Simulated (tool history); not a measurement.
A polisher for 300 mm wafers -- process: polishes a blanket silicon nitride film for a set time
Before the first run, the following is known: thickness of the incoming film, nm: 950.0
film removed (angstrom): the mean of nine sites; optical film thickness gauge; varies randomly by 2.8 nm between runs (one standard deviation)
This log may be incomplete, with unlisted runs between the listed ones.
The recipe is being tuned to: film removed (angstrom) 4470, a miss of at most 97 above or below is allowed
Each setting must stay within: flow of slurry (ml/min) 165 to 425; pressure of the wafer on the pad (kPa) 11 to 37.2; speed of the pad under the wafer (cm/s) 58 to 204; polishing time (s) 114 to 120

run	hour	flow of slurry (ml/min)	pressure of the wafer on the pad (kPa)	speed of the pad under the wafer (cm/s)	polishing time (s)	film removed (angstrom)
1	0	275	24.1	130	114	2500.1
2	8.3	275	24.1	104	114	2106.7
3	15.6	210	24.1	104	114	2050.7
4	16.7	210	20.7	104	114	1803.6
5	17.7	220	24.1	112	114	2206.9
6	26.6	220	26.9	118	114	2509.1
7	28.9	260	33.8	154	114	3868.6
8	30.9	265	34.5	154	114	3903.3
9	34.7	265	35.2	156	114	4031
10	36.5	265	35.9	158	114	4140.7
11	40.7	265	35.9	160	114	4176.7
12	48	270	36.5	162	114	4294.6

Of the 5 settings listed for the next run, only one would bring every result within its allowed miss of target. Which one?
A	55.3	295	37.2	158	117	?
B	55.3	255	35.9	154	119	?
C	55.3	240	32.4	182	116	?
D	55.3	290	36.5	156	115	?
E	55.3	250	36.5	154	116	?

move	film removed (angstrom)
A	4444.8
B	4238
C	4297.2
D	4247.8
E	4196
A: meets every target
B: the biggest miss grows against the last run
C: no nearer and no further than the last run
D: the biggest miss grows against the last run
E: the biggest miss grows against the last run
Move A is the one to make.
